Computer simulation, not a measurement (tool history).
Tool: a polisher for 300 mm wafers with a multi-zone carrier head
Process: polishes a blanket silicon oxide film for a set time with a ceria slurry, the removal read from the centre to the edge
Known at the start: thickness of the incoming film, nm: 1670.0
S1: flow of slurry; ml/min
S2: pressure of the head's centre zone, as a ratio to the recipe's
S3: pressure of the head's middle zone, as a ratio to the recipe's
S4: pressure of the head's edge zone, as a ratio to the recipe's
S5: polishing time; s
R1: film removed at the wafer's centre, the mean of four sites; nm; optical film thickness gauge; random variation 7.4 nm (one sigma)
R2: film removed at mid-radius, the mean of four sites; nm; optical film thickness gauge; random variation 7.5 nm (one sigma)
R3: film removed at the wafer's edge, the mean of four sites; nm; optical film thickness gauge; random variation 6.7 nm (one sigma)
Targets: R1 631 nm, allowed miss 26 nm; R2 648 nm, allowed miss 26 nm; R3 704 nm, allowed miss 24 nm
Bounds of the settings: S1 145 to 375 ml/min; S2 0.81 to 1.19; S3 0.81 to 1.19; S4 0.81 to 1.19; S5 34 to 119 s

run 1 hour=0 | S1=240 S2=1 S3=1 S4=1 S5=76 | R1=469.52 R2=441.51 R3=470.12
run 2 hour=5.8 | S1=240 S2=0.99 S3=1.01 S4=1.03 S5=81 | R1=493.81 R2=479.24 R3=508.5
run 3 hour=7.4 | S1=240 S2=0.99 S3=1.01 S4=1.05 S5=85 | R1=525 R2=510.33 R3=538.61
run 4 hour=10.1 | S1=240 S2=0.99 S3=1.01 S4=0.98 S5=85 | R1=524.49 R2=517.46 R3=513.46
run 5 hour=14.6 | S1=240 S2=1.04 S3=1.01 S4=0.98 S5=85 | R1=533.12 R2=505.98 R3=518.07
run 6 hour=16 | S1=240 S2=1.04 S3=0.93 S4=0.98 S5=85 | R1=533.67 R2=469.15 R3=522.98
run 7 hour=17 | S1=245 S2=1.02 S3=0.95 S4=1.01 S5=88 | R1=552 R2=507.15 R3=547.77
run 8 hour=18.9 | S1=245 S2=1 S3=0.96 S4=1.04 S5=91 | R1=565.36 R2=531.24 R3=567.18
run 9 hour=23 | S1=230 S2=0.98 S3=0.96 S4=1.07 S5=94 | R1=567.83 R2=527.8 R3=608.96
-- hour=29.2 slurry nozzle cleaned
run 10 hour=29.2 | S1=240 S2=0.97 S3=0.97 S4=1.09 S5=96 | R1=584.06 R2=573.7 R3=634.88
run 11 hour=30.2 | S1=300 S2=0.98 S3=0.96 S4=1.19 S5=99 | R1=621.34 R2=600.25 R3=693.57

4 next moves are on the table. One of them brings every result within its allowed miss. Which?
run A hour=31.2 | S1=375 S2=0.99 S3=1.07 S4=1.11 S5=96 | R1=? R2=? R3=?
run B hour=31.2 | S1=270 S2=0.99 S3=0.97 S4=1.19 S5=101 | R1=? R2=? R3=?
run C hour=31.2 | S1=260 S2=0.95 S3=1.02 S4=1.14 S5=103 | R1=? R2=? R3=?
run D hour=31.2 | S1=220 S2=0.95 S3=0.91 S4=1.19 S5=100 | R1=? R2=? R3=?

move=A R1=626.02 R2=643.18 R3=658.16
move=B R1=639.46 R2=606.59 R3=704.57
move=C R1=623.48 R2=643.42 R3=700.43
move=D R1=594.45 R2=558.77 R3=688.26
A: brings the result that was furthest off to its target, and leaves another outside
B: nearer than the last run, and not there yet
C: meets every target
D: further off than the last run
The right move is C.
